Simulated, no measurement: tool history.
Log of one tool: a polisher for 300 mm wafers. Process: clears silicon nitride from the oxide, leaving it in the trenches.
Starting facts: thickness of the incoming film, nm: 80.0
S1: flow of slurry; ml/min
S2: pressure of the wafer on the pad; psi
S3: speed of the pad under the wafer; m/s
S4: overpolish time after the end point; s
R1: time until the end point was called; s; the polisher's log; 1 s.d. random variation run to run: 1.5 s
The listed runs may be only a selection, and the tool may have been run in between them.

run 1 hour=0.0 | S1=310 S2=3.2 S3=0.98 S4=3 | R1=90.320
run 2 hour=3.2 | S1=310 S2=3.1 S3=0.98 S4=3 | R1=91.831
run 3 hour=10.0 | S1=310 S2=3.1 S3=1.08 S4=3 | R1=82.285
run 4 hour=17.7 | S1=310 S2=2.9 S3=1.08 S4=3 | R1=90.283
run 5 hour=21.9 | S1=310 S2=2.9 S3=1.08 S4=3 | R1=90.032
run 6 hour=28.6 | S1=310 S2=2.9 S3=1.08 S4=3 | R1=87.611
run 7 hour=33.2 | S1=310 S2=2.8 S3=1.08 S4=3 | R1=90.065
run 8 hour=35.8 | S1=310 S2=2.7 S3=1.08 S4=3 | R1=90.696
run 9 hour=43.1 | S1=310 S2=2.5 S3=1.08 S4=3 | R1=98.373

Predict the results of run 10:
-- hour=45.2 slurry nozzle cleaned
run 10 hour=45.2 | S1=310 S2=2.4 S3=1.08 S4=3 | R1=?

R1: 96.701 s

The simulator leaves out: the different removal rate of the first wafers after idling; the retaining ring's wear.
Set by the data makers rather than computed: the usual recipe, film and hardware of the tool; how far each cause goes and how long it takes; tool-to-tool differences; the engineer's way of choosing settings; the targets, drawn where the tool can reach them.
